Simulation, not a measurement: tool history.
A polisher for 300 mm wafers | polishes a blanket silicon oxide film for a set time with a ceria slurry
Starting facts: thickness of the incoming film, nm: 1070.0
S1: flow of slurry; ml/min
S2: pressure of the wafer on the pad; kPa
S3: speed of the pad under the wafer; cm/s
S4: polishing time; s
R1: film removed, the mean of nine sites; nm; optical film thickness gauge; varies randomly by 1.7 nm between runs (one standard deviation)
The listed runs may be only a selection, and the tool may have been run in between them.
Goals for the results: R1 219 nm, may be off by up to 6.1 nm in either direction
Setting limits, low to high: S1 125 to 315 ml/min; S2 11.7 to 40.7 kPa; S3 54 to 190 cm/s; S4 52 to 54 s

run,day,S1,S2,S3,S4,R1
1,0,205,26.2,122,52,404.75
2,0.296,200,22.1,120,52,332.64
3,0.638,200,26.9,120,52,402.13
4,0.738,200,24.1,120,52,360.38
5,0.767,200,28.3,120,52,422.42
6,1.008,200,23.4,120,52,354.53
7,1.371,195,20,120,52,305.53
8,1.696,190,17.9,120,52,271.94

4 candidate next runs follow, results not yet known. Just one meets every target within its allowed miss. Identify it.
A,2.021,250,16.5,90,52,?
B,2.021,170,14.5,110,52,?
C,2.021,260,17.2,130,54,?
D,2.021,165,15.2,108,54,?

move,R1
A,206.68
B,205.55
C,301.82
D,219.04
A: moves the result that the last run missed by most past its target, out the other side
B: moves the result that the last run missed by most past its target, out the other side
C: the biggest miss grows against the last run
D: every result lands within tolerance
The right move is D.

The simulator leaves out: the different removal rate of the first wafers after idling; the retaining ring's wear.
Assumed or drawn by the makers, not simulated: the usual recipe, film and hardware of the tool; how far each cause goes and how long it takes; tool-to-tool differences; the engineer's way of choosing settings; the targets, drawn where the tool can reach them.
